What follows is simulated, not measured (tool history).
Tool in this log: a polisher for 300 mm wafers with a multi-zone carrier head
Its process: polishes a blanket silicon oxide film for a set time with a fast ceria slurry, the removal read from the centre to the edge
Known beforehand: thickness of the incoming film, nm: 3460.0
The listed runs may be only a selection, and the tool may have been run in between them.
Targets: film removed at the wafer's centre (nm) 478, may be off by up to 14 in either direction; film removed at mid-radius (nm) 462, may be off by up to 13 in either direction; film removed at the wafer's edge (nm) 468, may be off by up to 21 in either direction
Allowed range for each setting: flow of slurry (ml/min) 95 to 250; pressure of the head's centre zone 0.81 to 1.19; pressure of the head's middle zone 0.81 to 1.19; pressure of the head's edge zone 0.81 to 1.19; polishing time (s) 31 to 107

| run | hour | flow of slurry (ml/min) | pressure of the head's centre zone | pressure of the head's middle zone | pressure of the head's edge zone | polishing time (s) | film removed at the wafer's centre (nm) | film removed at mid-radius (nm) | film removed at the wafer's edge (nm) |
|---|---|---|---|---|---|---|---|---|---|
| 1 | 0 | 160 | 1 | 1 | 1 | 69 | 876.78 | 888.44 | 863.14 |
| 2 | 6.1 | 155 | 0.99 | 0.97 | 0.96 | 60 | 741.24 | 750.45 | 746.95 |
| 3 | 15 | 155 | 0.94 | 0.97 | 0.96 | 60 | 703.17 | 745.78 | 750.04 |
| 4 | 22.2 | 155 | 0.94 | 1.03 | 0.96 | 60 | 706.1 | 786.7 | 734.47 |
| 5 | 29.3 | 155 | 0.94 | 1.03 | 1.02 | 60 | 710.15 | 784.55 | 758.14 |
| 6 | 36 | 155 | 0.94 | 1.03 | 0.96 | 60 | 703.74 | 782.56 | 746.2 |
| 7 | 37.4 | 155 | 0.94 | 1.03 | 0.96 | 60 | 708.24 | 787.73 | 737.95 |
| 8 | 42.9 | 150 | 0.96 | 1 | 0.94 | 53 | 638.29 | 672.58 | 639.66 |
| 9 | 50.2 | 140 | 0.96 | 0.98 | 0.92 | 50 | 593.12 | 622.88 | 611.89 |
| 10 | 53.1 | 140 | 0.97 | 0.97 | 0.9 | 46 | 545.57 | 558.68 | 551.59 |
| 11 | 55.9 | 140 | 0.97 | 0.97 | 0.9 | 46 | 554.25 | 579.92 | 560.5 |
| 12 | 64.1 | 135 | 0.98 | 0.95 | 0.88 | 44 | 529.49 | 530.88 | 519.93 |
| 13 | 64.9 | 130 | 0.98 | 0.94 | 0.86 | 44 | 533.03 | 528.02 | 515.34 |
| 14 | 71.7 | 125 | 0.97 | 0.93 | 0.85 | 43 | 505.47 | 509.15 | 490.25 |

5 next moves are on the table. One of them brings every result within its allowed miss. Which?
| A | 78.5 | 105 | 1.09 | 0.96 | 0.81 | 39 | ? | ? | ? |
| B | 78.5 | 140 | 0.99 | 0.92 | 0.91 | 39 | ? | ? | ? |
| C | 78.5 | 120 | 1.12 | 1 | 0.81 | 37 | ? | ? | ? |
| D | 78.5 | 105 | 1.04 | 1.02 | 0.81 | 38 | ? | ? | ? |
| E | 78.5 | 165 | 1.01 | 0.83 | 0.97 | 41 | ? | ? | ? |

| move | film removed at the wafer's centre (nm) | film removed at mid-radius (nm) | film removed at the wafer's edge (nm) |
|---|---|---|---|
| A | 503.83 | 457.26 | 431.67 |
| B | 477.32 | 459.19 | 467.48 |
| C | 501.5 | 456.4 | 414.53 |
| D | 468.42 | 468.1 | 420.28 |
| E | 523.66 | 454.12 | 514.52 |
A: the worst result of the last run now meets its target, but another is out of spec
B: in spec on every target
C: the worst result of the last run now meets its target, but another is out of spec
D: the worst result of the last run now meets its target, but another is out of spec
E: the worst result of the last run now meets its target, but another is out of spec
Go with B: it meets all targets.
